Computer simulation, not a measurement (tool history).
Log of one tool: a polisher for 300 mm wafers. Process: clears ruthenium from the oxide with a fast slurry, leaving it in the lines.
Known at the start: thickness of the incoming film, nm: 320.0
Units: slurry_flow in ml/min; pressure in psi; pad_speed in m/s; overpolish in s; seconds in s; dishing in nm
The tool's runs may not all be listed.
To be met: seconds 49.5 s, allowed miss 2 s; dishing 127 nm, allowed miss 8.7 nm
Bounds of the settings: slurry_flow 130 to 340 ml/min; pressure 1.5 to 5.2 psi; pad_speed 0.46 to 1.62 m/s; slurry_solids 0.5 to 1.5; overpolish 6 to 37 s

| run | day | slurry_flow | pressure | pad_speed | slurry_solids | overpolish | seconds | dishing |
|---|---|---|---|---|---|---|---|---|
| 1 | 0 | 220 | 3.3 | 1.04 | 1 | 19 | 73.926 | 65.004 |
| 2 | 0.317 | 240 | 3.3 | 1.04 | 1 | 19 | 74.694 | 67.701 |
| 3 | 0.55 | 240 | 2.5 | 1.04 | 1 | 19 | 97.199 | 52.327 |
| 4 | 0.658 | 240 | 3.3 | 1.04 | 1 | 19 | 73.383 | 67.528 |
| 5 | 0.883 | 245 | 3.6 | 1.04 | 1 | 21 | 67.893 | 81.969 |
| 6 | 1.096 | 295 | 3.6 | 1.04 | 1 | 21 | 67.092 | 79.664 |
| 7 | 1.229 | 295 | 3.9 | 1.04 | 1 | 22 | 61.799 | 90.493 |
| 8 | 1.4 | 295 | 4.1 | 1.04 | 1 | 23 | 58.515 | 97.959 |
| 9 | 1.462 | 295 | 4.3 | 1.04 | 1 | 24 | 56.241 | 103.6 |

5 next moves are on the table. One of them brings every result within its allowed miss. Which?
| A | 1.525 | 305 | 5.1 | 1.06 | 1.15 | 30 | ? | ? |
| B | 1.525 | 265 | 4.9 | 0.98 | 1.15 | 27 | ? | ? |
| C | 1.525 | 285 | 5.2 | 1 | 1.3 | 32 | ? | ? |
| D | 1.525 | 300 | 4.6 | 1.04 | 1.15 | 31 | ? | ? |
| E | 1.525 | 315 | 5 | 1.12 | 1.05 | 31 | ? | ? |

| move | seconds | dishing |
|---|---|---|
| A | 44.076 | 150.48 |
| B | 50.156 | 127.09 |
| C | 44.121 | 157.14 |
| D | 49.749 | 141.44 |
| E | 43.899 | 154.33 |
A: takes the result that was furthest off past its target
B: meets every target
C: takes the result that was furthest off past its target
D: brings the result that was furthest off to its target, and leaves another outside
E: takes the result that was furthest off past its target
Answer: B
